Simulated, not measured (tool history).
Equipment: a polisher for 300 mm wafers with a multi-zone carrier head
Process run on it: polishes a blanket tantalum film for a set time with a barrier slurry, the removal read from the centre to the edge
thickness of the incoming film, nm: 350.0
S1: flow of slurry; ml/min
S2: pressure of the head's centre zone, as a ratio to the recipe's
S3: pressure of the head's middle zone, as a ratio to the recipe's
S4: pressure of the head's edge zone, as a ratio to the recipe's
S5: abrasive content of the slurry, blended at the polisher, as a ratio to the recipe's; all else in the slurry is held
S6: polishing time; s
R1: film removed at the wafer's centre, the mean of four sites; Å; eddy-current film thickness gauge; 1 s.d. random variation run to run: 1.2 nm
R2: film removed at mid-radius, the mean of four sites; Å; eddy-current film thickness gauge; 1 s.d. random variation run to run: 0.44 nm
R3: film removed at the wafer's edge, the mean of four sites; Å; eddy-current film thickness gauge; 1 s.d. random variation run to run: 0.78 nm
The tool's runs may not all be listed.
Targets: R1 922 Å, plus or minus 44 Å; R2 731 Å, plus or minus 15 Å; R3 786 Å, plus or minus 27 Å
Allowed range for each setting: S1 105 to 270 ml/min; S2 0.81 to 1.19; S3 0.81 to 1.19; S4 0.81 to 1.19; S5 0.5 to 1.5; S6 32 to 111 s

| run | hour | S1 | S2 | S3 | S4 | S5 | S6 | R1 | R2 | R3 |
|---|---|---|---|---|---|---|---|---|---|---|
| 1 | 0 | 175 | 1 | 1 | 1 | 1 | 71 | 848.51 | 869.88 | 881.59 |
| 2 | 7.9 | 175 | 1.08 | 1 | 1 | 1 | 71 | 928.84 | 864.88 | 883.34 |
| 3 | 14.5 | 160 | 1.1 | 0.97 | 0.97 | 0.95 | 71 | 895.11 | 804.75 | 823.19 |
| 4 | 15.2 | 160 | 1.06 | 0.97 | 0.97 | 0.95 | 71 | 843.32 | 814.72 | 852.52 |
| 5 | 15.7 | 160 | 1.06 | 0.97 | 0.97 | 0.95 | 81 | 963.97 | 923.34 | 950.77 |
| 6 | 21.4 | 150 | 1.1 | 0.93 | 0.93 | 0.9 | 81 | 999.09 | 860.77 | 915.12 |
| 7 | 22.7 | 140 | 1.11 | 0.92 | 0.9 | 0.85 | 81 | 947.59 | 818.11 | 867.62 |
| 8 | 25 | 135 | 1.12 | 0.91 | 0.87 | 0.85 | 81 | 947.25 | 794.91 | 854.76 |
| 9 | 33.9 | 130 | 1.13 | 0.91 | 0.85 | 0.8 | 81 | 915.59 | 765.66 | 810.08 |
| 10 | 37.5 | 125 | 1.14 | 0.91 | 0.85 | 0.8 | 81 | 922.34 | 763.61 | 811.57 |
| 11 | 40.5 | 120 | 1.15 | 0.91 | 0.84 | 0.8 | 81 | 899.68 | 752.77 | 787.59 |

Which single option among these 4 for the next run brings every result within its allowed miss of target? Just one does.
| A | 43.5 | 130 | 1.16 | 0.92 | 0.85 | 0.6 | 98 | ? | ? | ? |
| B | 43.5 | 110 | 1.18 | 0.97 | 0.86 | 0.85 | 79 | ? | ? | ? |
| C | 43.5 | 200 | 1.02 | 0.95 | 0.82 | 0.85 | 72 | ? | ? | ? |
| D | 43.5 | 105 | 1.19 | 0.89 | 0.81 | 0.7 | 91 | ? | ? | ? |

| move | R1 | R2 | R3 |
|---|---|---|---|
| A | 932.37 | 771.41 | 810.03 |
| B | 904.15 | 773.92 | 793.53 |
| C | 837.95 | 800.12 | 780.65 |
| D | 926.74 | 734.18 | 792.39 |
A: the biggest miss grows against the last run
B: the biggest miss grows against the last run
C: the biggest miss grows against the last run
D: all results land within tolerance of their targets
D is the move that brings every result within its allowed miss.
